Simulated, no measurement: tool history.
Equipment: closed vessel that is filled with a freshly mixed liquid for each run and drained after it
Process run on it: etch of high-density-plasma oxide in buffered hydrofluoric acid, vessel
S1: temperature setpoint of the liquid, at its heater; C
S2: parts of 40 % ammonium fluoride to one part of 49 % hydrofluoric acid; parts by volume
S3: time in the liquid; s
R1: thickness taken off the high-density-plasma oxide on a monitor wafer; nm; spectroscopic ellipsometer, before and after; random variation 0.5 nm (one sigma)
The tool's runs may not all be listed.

run,hour,S1,S2,S3,R1
1,0,25,19.5,90,60.335
2,3.3,25,19.5,90,60.17
3,11.1,22.5,19.5,90,52.165
4,19.7,24,19.5,90,57.079
5,20.7,24,19.5,90,57.394
6,22.6,25.5,19.5,90,62.61
7,31.5,29.5,19.5,90,77.594
8,35.1,30,19.5,90,79.252

For run 9, what comes out?
9,43.3,30.5,19.5,90,?

{"run 9": {"R1": 81.291}}

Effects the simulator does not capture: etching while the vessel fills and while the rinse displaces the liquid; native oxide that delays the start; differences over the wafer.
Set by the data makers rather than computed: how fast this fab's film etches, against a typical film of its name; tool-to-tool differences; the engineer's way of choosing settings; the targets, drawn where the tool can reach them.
